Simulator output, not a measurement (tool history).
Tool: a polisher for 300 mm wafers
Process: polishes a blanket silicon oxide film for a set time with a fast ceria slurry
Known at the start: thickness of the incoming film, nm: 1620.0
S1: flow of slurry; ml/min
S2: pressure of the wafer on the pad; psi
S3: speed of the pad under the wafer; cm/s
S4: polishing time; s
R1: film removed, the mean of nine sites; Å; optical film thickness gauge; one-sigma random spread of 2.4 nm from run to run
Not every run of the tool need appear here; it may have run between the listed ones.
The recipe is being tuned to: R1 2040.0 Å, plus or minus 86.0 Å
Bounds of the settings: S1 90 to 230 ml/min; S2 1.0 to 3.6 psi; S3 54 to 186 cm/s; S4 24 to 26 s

run	hour	S1	S2	S3	S4	R1
1	0.0	150	2.3	118	26	3187.2
2	3.9	150	2.8	118	26	3791.7
3	10.7	150	3.3	118	26	4384.3
4	15.3	150	2.6	114	26	3475.9
5	19.0	150	2.1	112	26	2722.3
6	25.7	165	2.1	112	26	2864.6
7	30.7	125	1.5	110	26	1902.5
8	35.9	130	1.5	110	26	1956.5
9	36.8	130	1.5	110	26	1913.9

Exercise: of the 5 proposed moves below, exactly one satisfies all targets within the stated allowed misses. Which move is it?
A	37.7	150	1.6	100	24	?
B	37.7	130	1.7	100	25	?
C	37.7	150	1.8	98	25	?
D	37.7	150	1.6	92	25	?
E	37.7	110	1.9	94	24	?

move	R1
A	1769.6
B	1893.4
C	2010.9
D	1701.1
E	1824.2
A: further off than the last run
B: further off than the last run
C: in spec on every target
D: further off than the last run
E: further off than the last run
C is the move that brings every result within its allowed miss.
